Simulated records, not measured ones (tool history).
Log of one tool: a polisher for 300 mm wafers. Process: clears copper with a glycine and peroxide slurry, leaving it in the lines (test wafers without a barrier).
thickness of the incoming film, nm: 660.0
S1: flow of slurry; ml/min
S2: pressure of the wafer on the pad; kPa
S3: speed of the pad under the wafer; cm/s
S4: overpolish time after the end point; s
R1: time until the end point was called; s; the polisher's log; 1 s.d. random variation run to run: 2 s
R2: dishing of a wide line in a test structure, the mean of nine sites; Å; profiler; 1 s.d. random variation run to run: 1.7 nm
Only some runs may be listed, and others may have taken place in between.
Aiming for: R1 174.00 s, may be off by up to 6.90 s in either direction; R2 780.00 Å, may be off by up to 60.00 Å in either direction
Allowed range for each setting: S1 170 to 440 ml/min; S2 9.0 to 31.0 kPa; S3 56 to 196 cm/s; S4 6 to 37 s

run  hour   S1    S2   S3  S4      R1      R2
  1   0.0  280  20.0  126  19  107.55  774.03
  2   1.0  280  17.2  124  22  124.47  772.64
  3   6.9  280  20.0  124  22  109.96  871.05
  4   9.5  280  17.2  122  24  127.43  820.24
  5  13.5  280  21.4  122  24  103.12  956.59
  6  16.0  350  21.4  122  24  102.61  937.44
  7  16.5  345  15.9  114  31  137.93  913.98
  8  20.5  345  14.5  114  31  146.33  880.42
  9  28.8  345  13.1  114  31  163.33  818.86

Pick the move, out of 4, that brings all results within their allowed miss; only one does.
  A  37.1  325  13.1   82  26   ?   ?
  B  37.1  295  11.7  104  34   ?   ?
  C  37.1  350  11.0  122  32   ?   ?
  D  37.1  270   9.7  126  37   ?   ?

move      R1      R2
   A  196.68  619.16
   B  187.32  767.87
   C  174.74  762.59
   D  194.19  772.45
A: moves the result that the last run missed by most past its target, out the other side
B: moves the result that the last run missed by most past its target, out the other side
C: every result within its allowed miss
D: moves the result that the last run missed by most past its target, out the other side
C is the move that brings every result within its allowed miss.
